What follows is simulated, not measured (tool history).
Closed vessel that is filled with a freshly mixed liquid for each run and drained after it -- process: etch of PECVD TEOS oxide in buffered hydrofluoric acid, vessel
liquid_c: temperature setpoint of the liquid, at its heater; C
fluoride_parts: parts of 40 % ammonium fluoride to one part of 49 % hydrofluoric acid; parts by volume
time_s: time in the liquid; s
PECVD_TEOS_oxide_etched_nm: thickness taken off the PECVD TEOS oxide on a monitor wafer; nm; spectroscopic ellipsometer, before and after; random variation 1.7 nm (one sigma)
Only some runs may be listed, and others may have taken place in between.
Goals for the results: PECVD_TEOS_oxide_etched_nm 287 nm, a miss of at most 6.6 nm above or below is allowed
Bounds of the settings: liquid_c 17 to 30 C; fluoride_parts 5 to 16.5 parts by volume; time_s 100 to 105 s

run  hour  liquid_c  fluoride_parts  time_s  PECVD_TEOS_oxide_etched_nm
  1     0        22              10     100                      229.95
  2   2.8        22              10     105                      241.02
  3   8.9      20.5              10     105                      223.08
  4  12.8        19              10     105                      205.75
  5  13.4        21              10     105                      228.34
  6  14.8      21.5              10     105                      233.61
  7  18.2        22              10     105                      238.99
  8  20.5      22.5              10     105                      244.49
  9  25.2        23              10     105                      255.28
 10  32.2      23.5              10     105                      263.42
 11  40.7      24.5              10     105                      280.43

Next run, 4 choices. One meets every target within its allowed miss, the rest don't. Which?
  A  49.2      20.5             7.5     100                           ?
  B  49.2        24               9     100                           ?
  C  49.2      23.5             9.5     105                           ?
  D  49.2        27              11     105                           ?

move  PECVD_TEOS_oxide_etched_nm
   A                      278.79
   B                      277.49
   C                      274.05
   D                      292.23
A: its largest miss is bigger than the last run's
B: its largest miss is bigger than the last run's
C: its largest miss is bigger than the last run's
D: in spec on every target
So the answer is move D, the one that meets all the targets.

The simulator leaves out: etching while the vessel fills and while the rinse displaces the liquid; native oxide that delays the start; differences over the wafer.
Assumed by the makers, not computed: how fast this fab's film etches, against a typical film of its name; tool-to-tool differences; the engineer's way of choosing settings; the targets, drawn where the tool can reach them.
